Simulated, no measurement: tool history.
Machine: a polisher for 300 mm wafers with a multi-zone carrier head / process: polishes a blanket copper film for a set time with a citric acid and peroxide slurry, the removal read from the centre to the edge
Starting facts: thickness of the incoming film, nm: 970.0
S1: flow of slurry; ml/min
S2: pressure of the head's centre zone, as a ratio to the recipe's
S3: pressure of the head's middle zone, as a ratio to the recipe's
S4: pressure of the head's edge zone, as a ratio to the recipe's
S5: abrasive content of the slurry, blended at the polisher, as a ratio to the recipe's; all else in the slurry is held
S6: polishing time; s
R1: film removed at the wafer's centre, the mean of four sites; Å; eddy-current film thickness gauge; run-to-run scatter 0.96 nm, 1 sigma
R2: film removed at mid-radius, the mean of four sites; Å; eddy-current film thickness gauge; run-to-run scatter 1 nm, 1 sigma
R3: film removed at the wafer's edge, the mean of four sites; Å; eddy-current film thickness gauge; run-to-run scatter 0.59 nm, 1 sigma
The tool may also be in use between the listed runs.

run 1 day=0 | S1=225 S2=1 S3=1 S4=1 S5=1 S6=82 | R1=1852.1 R2=1832 R3=1862.4
run 2 day=0.071 | S1=225 S2=0.95 S3=1 S4=1 S5=1 S6=82 | R1=1764.5 R2=1868.8 R3=1891.8
run 3 day=0.258 | S1=215 S2=0.97 S3=0.98 S4=0.95 S5=0.85 S6=70 | R1=1475.1 R2=1490.1 R3=1509
run 4 day=0.362 | S1=215 S2=0.97 S3=0.98 S4=0.89 S5=0.85 S6=70 | R1=1493.5 R2=1503.9 R3=1472
run 5 day=0.662 | S1=235 S2=0.97 S3=0.98 S4=0.89 S5=0.85 S6=70 | R1=1492.5 R2=1517.9 R3=1490.8
run 6 day=0.912 | S1=235 S2=0.97 S3=0.98 S4=0.96 S5=0.85 S6=70 | R1=1511.3 R2=1501.5 R3=1521.6
run 7 day=1.246 | S1=235 S2=0.97 S3=0.97 S4=0.93 S5=0.75 S6=62 | R1=1266.8 R2=1269 R3=1291.6
run 8 day=1.571 | S1=235 S2=0.97 S3=0.97 S4=0.93 S5=0.75 S6=62 | R1=1289.3 R2=1279.8 R3=1288.2
run 9 day=1.604 | S1=210 S2=1 S3=0.9 S4=0.83 S5=0.5 S6=43 | R1=825.06 R2=759.25 R3=782.89
run 10 day=1.888 | S1=210 S2=1 S3=0.9 S4=0.83 S5=0.5 S6=43 | R1=814.85 R2=756.17 R3=770.25
run 11 day=1.925 | S1=240 S2=1.02 S3=0.93 S4=0.88 S5=0.5 S6=43 | R1=847.3 R2=799.69 R3=794.46
run 12 day=2.183 | S1=240 S2=1.05 S3=0.95 S4=0.94 S5=0.55 S6=43 | R1=897.67 R2=808.43 R3=833.15
run 13 day=2.504 | S1=240 S2=1.05 S3=0.95 S4=0.94 S5=0.55 S6=43 | R1=906.32 R2=827.72 R3=838.15
run 14 day=2.771 | S1=255 S2=1.06 S3=0.97 S4=0.98 S5=0.6 S6=43 | R1=946.08 R2=863.19 R3=881.67
run 15 day=2.817 | S1=270 S2=1.06 S3=0.98 S4=0.99 S5=0.6 S6=43 | R1=938.4 R2=864.99 R3=884.07
run 16 day=3.179 | S1=270 S2=1.07 S3=1 S4=1.01 S5=0.65 S6=43 | R1=973.94 R2=895.69 R3=918.97
run 17 day=3.325 | S1=275 S2=1.08 S3=1.01 S4=1.01 S5=0.65 S6=43 | R1=999.17 R2=920.36 R3=910.59

For run 18, what comes out?
run 18 day=3.533 | S1=280 S2=1.08 S3=1.01 S4=1.02 S5=0.65 S6=43 | R1=? R2=? R3=?

Run 18 measured R1 978.78 Å, R2 904.76 Å, R3 916.07 Å.
